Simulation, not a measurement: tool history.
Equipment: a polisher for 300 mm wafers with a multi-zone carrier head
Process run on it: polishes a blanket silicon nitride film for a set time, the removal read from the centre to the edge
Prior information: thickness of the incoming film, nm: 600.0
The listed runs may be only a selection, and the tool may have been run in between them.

run  hour  flow of slurry (ml/min)  pressure of the head's centre zone  pressure of the head's middle zone  pressure of the head's edge zone  polishing time (s)  film removed at the wafer's centre (angstrom)  film removed at mid-radius (angstrom)  film removed at the wafer's edge (angstrom)
  1     0                      160                                   1                                   1                                 1                  38                                         402.77                                 396.07                                       393.38
  2   5.7                      135                                   1                                   1                                 1                  38                                          389.7                                 396.11                                       379.59
  3  12.7                      135                                   1                                   1                                 1                  34                                         350.71                                 352.23                                       339.19
  4  20.1                      140                                1.02                                1.03                              1.01                  37                                         389.74                                  389.4                                        395.9
  5  23.9                      140                                1.02                                1.03                              1.07                  37                                          397.1                                 388.53                                        396.8
  6  27.8                      135                                1.04                                1.04                              1.02                  39                                         414.45                                 418.48                                        409.7
  7  31.4                      140                                1.07                                1.05                              0.99                  41                                         449.73                                 444.57                                       416.08
  8  36.1                      145                                1.08                                1.07                              0.99                  42                                         480.49                                 468.59                                       426.96
  9  39.8                      150                                1.08                                1.09                                 1                  43                                         488.56                                 484.51                                       451.83
 10  45.2                      150                                1.09                                 1.1                                 1                  44                                         501.13                                 504.93                                       454.85
 11  47.3                      155                                 1.1                                1.11                              1.01                  45                                         520.95                                 524.31                                       462.06
 12  53.1                      155                                1.11                                1.12                              1.03                  46                                         539.23                                 533.16                                       484.71
 13  53.6                      200                                1.12                                1.19                              1.07                  48                                         580.85                                 618.69                                       537.88

Run 14 comes next. What will it give?
 14  55.5                      200                                1.13                                1.19                              1.07                  48                                              ?                                      ?                                            ?

film removed at the wafer's centre (angstrom): 585.32
film removed at mid-radius (angstrom): 609.35
film removed at the wafer's edge (angstrom): 522.39
